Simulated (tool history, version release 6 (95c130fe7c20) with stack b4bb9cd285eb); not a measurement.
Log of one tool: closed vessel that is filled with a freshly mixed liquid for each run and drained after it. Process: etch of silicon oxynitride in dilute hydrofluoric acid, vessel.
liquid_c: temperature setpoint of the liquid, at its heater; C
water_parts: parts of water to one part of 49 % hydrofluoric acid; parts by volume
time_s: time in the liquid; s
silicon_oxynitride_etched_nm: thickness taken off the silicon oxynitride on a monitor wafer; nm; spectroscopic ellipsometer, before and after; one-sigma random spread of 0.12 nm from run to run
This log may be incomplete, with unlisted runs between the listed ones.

Run 1, hour 0: liquid_c 22 C, water_parts 205 parts by volume, time_s 975 s. Result: silicon_oxynitride_etched_nm 17.555 nm.
Run 2, hour 3.1: liquid_c 23.5 C, water_parts 205 parts by volume, time_s 975 s. Result: silicon_oxynitride_etched_nm 18.746 nm.
Run 3, hour 5.8: liquid_c 22.5 C, water_parts 205 parts by volume, time_s 975 s. Result: silicon_oxynitride_etched_nm 18.211 nm.
Run 4, hour 14.1: liquid_c 21.5 C, water_parts 210 parts by volume, time_s 975 s. Result: silicon_oxynitride_etched_nm 16.962 nm.
Run 5, hour 16.4: liquid_c 20.5 C, water_parts 210 parts by volume, time_s 975 s. Result: silicon_oxynitride_etched_nm 16.23 nm.
Run 6, hour 17.3: liquid_c 20.5 C, water_parts 160 parts by volume, time_s 975 s. Result: silicon_oxynitride_etched_nm 22.037 nm.

Estimate the outcome of run 7 from the log above:
Run 7, hour 24.6: liquid_c 20 C, water_parts 170 parts by volume, time_s 975 s. Result: silicon_oxynitride_etched_nm ?.

{"run 7": {"silicon_oxynitride_etched_nm": 20.126}}
